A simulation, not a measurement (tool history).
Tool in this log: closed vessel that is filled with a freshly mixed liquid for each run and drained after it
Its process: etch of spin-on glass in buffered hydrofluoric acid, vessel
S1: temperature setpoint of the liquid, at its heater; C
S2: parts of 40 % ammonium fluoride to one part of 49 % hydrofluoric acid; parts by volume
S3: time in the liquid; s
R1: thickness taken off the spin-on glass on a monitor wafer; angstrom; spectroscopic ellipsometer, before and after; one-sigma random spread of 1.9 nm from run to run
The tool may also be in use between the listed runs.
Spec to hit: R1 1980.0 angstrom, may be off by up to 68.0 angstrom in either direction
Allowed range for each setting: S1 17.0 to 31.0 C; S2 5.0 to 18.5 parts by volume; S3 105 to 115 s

run 1 hour=0.0 | S1=23.0 S2=11.5 S3=105 | R1=2507.4
run 2 hour=4.7 | S1=23.0 S2=8.5 S3=105 | R1=3200.3
run 3 hour=8.2 | S1=26.5 S2=8.5 S3=105 | R1=3886.0
run 4 hour=11.6 | S1=26.5 S2=8.5 S3=115 | R1=4332.7
run 5 hour=19.3 | S1=26.5 S2=8.5 S3=115 | R1=4291.6
run 6 hour=27.5 | S1=24.0 S2=9.5 S3=115 | R1=3315.4
run 7 hour=34.2 | S1=22.0 S2=10.0 S3=115 | R1=2954.8
run 8 hour=40.4 | S1=20.5 S2=10.5 S3=115 | R1=2597.9
run 9 hour=47.3 | S1=19.5 S2=11.0 S3=115 | R1=2286.5
run 10 hour=54.4 | S1=19.0 S2=11.0 S3=115 | R1=2251.4
run 11 hour=60.5 | S1=19.0 S2=11.0 S3=115 | R1=2265.8
run 12 hour=62.1 | S1=18.5 S2=11.0 S3=115 | R1=2208.7

Exercise: of the 4 proposed moves below, exactly one satisfies all targets within the stated allowed misses. Which move is it?
run A hour=63.7 | S1=17.5 S2=10.0 S3=110 | R1=?
run B hour=63.7 | S1=19.5 S2=11.0 S3=105 | R1=?
run C hour=63.7 | S1=20.5 S2=12.0 S3=110 | R1=?
run D hour=63.7 | S1=17.5 S2=10.5 S3=105 | R1=?

move=A R1=2189.8
move=B R1=2135.0
move=C R1=2173.6
move=D R1=1993.2
A: moves toward the targets from the last run without getting all of them in spec
B: moves toward the targets from the last run without getting all of them in spec
C: moves toward the targets from the last run without getting all of them in spec
D: hits every target within its allowed miss
The right move is D.

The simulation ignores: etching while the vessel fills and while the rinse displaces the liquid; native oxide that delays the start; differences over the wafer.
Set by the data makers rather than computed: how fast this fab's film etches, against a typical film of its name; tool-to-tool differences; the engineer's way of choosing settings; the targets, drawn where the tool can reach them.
